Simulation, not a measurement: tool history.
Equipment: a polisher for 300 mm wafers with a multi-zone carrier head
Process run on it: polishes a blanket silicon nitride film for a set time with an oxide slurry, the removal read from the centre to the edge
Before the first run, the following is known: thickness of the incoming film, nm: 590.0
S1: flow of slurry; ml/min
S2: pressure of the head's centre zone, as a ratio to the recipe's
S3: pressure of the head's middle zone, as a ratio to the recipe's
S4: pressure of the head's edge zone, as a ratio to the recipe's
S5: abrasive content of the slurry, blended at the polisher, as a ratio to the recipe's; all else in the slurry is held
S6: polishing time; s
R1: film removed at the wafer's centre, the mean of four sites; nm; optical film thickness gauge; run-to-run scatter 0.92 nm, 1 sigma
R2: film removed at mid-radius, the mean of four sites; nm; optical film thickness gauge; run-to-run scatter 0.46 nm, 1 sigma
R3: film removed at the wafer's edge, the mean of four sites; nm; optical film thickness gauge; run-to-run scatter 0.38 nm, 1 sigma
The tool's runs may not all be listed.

| run | hour | S1 | S2 | S3 | S4 | S5 | S6 | R1 | R2 | R3 |
|---|---|---|---|---|---|---|---|---|---|---|
| 1 | 0 | 265 | 1 | 1 | 1 | 1 | 83 | 47.963 | 47.694 | 48.741 |
| 2 | 4.5 | 285 | 1.05 | 1.03 | 1.03 | 1.05 | 83 | 51.383 | 50.45 | 50.412 |
| 3 | 6.2 | 285 | 1.05 | 1.03 | 0.99 | 1.05 | 83 | 50.735 | 50.334 | 49.893 |
| 4 | 11.3 | 285 | 1.05 | 1.03 | 0.93 | 1.05 | 83 | 51.429 | 50.88 | 47.777 |
| 5 | 14.2 | 295 | 1.09 | 1.04 | 0.95 | 1.15 | 83 | 57.141 | 53.201 | 50.79 |
| 6 | 17.8 | 335 | 1.09 | 1.04 | 0.95 | 1.15 | 83 | 57.048 | 53.841 | 50.476 |

Estimate the outcome of run 7 from the log above:
| 7 | 22.9 | 335 | 1.11 | 1.06 | 0.98 | 1.2 | 83 | ? | ? | ? |

Run 7 gave R1 57.482 nm, R2 55.741 nm, R3 53.629 nm.

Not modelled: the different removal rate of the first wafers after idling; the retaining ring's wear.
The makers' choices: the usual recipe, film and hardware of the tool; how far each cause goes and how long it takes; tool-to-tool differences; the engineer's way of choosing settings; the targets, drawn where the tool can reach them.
